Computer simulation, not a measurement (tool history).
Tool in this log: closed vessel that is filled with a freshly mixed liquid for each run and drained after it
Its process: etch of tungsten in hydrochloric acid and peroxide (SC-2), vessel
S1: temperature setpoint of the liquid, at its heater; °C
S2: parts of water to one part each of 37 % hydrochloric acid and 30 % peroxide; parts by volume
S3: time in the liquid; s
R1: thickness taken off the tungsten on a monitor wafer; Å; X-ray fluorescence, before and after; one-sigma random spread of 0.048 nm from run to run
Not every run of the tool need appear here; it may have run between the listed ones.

run	hour	S1	S2	S3	R1
1	0	52	7	30	80.988
2	4.8	52	5.5	30	95.749
3	5.5	50.5	5.5	30	88.398
4	9.5	50.5	4	30	110.21
5	10.7	50.5	4	30	110.68
6	18.4	48.5	4	30	96.795

Run 7 comes next. What will it give?
7	22.6	47	4	30	?

{"run 7": {"R1": 86.306}}
